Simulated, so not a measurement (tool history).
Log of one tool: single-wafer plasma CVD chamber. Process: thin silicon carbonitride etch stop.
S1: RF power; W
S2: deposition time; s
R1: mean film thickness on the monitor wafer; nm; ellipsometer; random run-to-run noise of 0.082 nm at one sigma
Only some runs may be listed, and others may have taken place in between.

run	hour	S1	S2	R1
1	0.0	205	24.2	14.762
2	7.4	215	24.9	15.484
3	12.9	215	22.5	14.052
4	19.7	200	22.5	13.777
5	27.7	210	23.5	14.522
6	29.9	215	24.3	15.049
7	32.0	220	25.0	15.602
8	33.6	225	25.5	16.058

Forecast run 9:
9	36.3	230	25.9	?

Run 9 yielded R1 16.445 nm.
